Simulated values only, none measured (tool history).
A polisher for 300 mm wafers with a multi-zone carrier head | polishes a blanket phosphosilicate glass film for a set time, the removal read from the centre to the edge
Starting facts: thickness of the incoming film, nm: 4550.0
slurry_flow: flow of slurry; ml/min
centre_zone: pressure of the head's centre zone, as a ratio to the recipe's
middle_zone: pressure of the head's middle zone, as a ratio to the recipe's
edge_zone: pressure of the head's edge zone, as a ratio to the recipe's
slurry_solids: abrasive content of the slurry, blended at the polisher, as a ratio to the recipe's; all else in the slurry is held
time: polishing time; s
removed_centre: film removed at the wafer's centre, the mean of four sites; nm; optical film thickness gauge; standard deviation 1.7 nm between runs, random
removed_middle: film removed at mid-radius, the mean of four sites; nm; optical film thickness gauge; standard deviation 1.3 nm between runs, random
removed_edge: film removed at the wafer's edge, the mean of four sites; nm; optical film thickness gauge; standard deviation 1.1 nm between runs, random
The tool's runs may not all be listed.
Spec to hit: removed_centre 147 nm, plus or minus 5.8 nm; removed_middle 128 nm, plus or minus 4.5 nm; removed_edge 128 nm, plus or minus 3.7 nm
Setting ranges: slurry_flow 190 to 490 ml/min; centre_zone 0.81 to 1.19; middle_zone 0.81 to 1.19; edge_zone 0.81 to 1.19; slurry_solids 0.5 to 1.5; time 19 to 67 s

Run 1, hour 0: slurry_flow 315 ml/min, centre_zone 1, middle_zone 1, edge_zone 1, slurry_solids 1, time 43 s. Result: removed_centre 212.11 nm, removed_middle 222.3 nm, removed_edge 214.16 nm.
Run 2, hour 6.3: slurry_flow 315 ml/min, centre_zone 1.03, middle_zone 0.96, edge_zone 0.96, slurry_solids 0.85, time 40 s. Result: removed_centre 187.26 nm, removed_middle 179.12 nm, removed_edge 180.57 nm.
Run 3, hour 10.7: slurry_flow 315 ml/min, centre_zone 1.05, middle_zone 0.96, edge_zone 0.92, slurry_solids 0.75, time 38 s. Result: removed_centre 168.56 nm, removed_middle 154.81 nm, removed_edge 153.92 nm.
Run 4, hour 16.4: slurry_flow 315 ml/min, centre_zone 1.05, middle_zone 1.04, edge_zone 0.92, slurry_solids 0.75, time 38 s. Result: removed_centre 163.29 nm, removed_middle 165.2 nm, removed_edge 152.7 nm.
Run 5, hour 22: slurry_flow 305 ml/min, centre_zone 1.05, middle_zone 1, edge_zone 0.89, slurry_solids 0.7, time 38 s. Result: removed_centre 156.61 nm, removed_middle 154.09 nm, removed_edge 143.43 nm.
Run 6, hour 28.4: slurry_flow 290 ml/min, centre_zone 1.05, middle_zone 0.96, edge_zone 0.87, slurry_solids 0.65, time 38 s. Result: removed_centre 144.5 nm, removed_middle 139.15 nm, removed_edge 135.46 nm.
Run 7, hour 29.5: slurry_flow 280 ml/min, centre_zone 1.07, middle_zone 0.95, edge_zone 0.86, slurry_solids 0.65, time 38 s. Result: removed_centre 149.71 nm, removed_middle 137.31 nm, removed_edge 132.96 nm.
Run 8, hour 31.9: slurry_flow 280 ml/min, centre_zone 1.07, middle_zone 0.95, edge_zone 0.86, slurry_solids 0.65, time 38 s. Result: removed_centre 148.15 nm, removed_middle 140.59 nm, removed_edge 134.65 nm.
Run 9, hour 39.5: slurry_flow 275 ml/min, centre_zone 1.08, middle_zone 0.92, edge_zone 0.84, slurry_solids 0.65, time 38 s. Result: removed_centre 150.4 nm, removed_middle 134.91 nm, removed_edge 131.8 nm.
Run 10, hour 45.1: slurry_flow 265 ml/min, centre_zone 1.08, middle_zone 0.91, edge_zone 0.83, slurry_solids 0.65, time 38 s. Result: removed_centre 152.26 nm, removed_middle 133.25 nm, removed_edge 130.66 nm.

Exactly one of the 5 candidate moves below puts every result within its allowed miss. Which one?
Run A, hour 50.7: slurry_flow 260 ml/min, centre_zone 1.15, middle_zone 0.97, edge_zone 0.81, slurry_solids 0.6, time 37 s. Result: removed_centre ?, removed_middle ?, removed_edge ?.
Run B, hour 50.7: slurry_flow 290 ml/min, centre_zone 0.99, middle_zone 0.81, edge_zone 0.99, slurry_solids 0.55, time 42 s. Result: removed_centre ?, removed_middle ?, removed_edge ?.
Run C, hour 50.7: slurry_flow 250 ml/min, centre_zone 1.11, middle_zone 0.98, edge_zone 0.9, slurry_solids 0.65, time 38 s. Result: removed_centre ?, removed_middle ?, removed_edge ?.
Run D, hour 50.7: slurry_flow 255 ml/min, centre_zone 1.07, middle_zone 0.89, edge_zone 0.81, slurry_solids 0.95, time 29 s. Result: removed_centre ?, removed_middle ?, removed_edge ?.
Run E, hour 50.7: slurry_flow 305 ml/min, centre_zone 1.09, middle_zone 0.91, edge_zone 0.93, slurry_solids 1.05, time 27 s. Result: removed_centre ?, removed_middle ?, removed_edge ?.

move  removed_centre  removed_middle  removed_edge
   A          144.83          125.09        118.64
   B           133.1          115.18         138.4
   C          152.03          137.33        135.31
   D          143.66          124.33        126.87
   E          147.19          127.01        134.45
A: puts the biggest miss on target and leaves a different result outside tolerance
B: pushes the last run's worst result past its target
C: its largest miss is bigger than the last run's
D: hits every target within its allowed miss
E: puts the biggest miss on target and leaves a different result outside tolerance
Move D is the one to make.
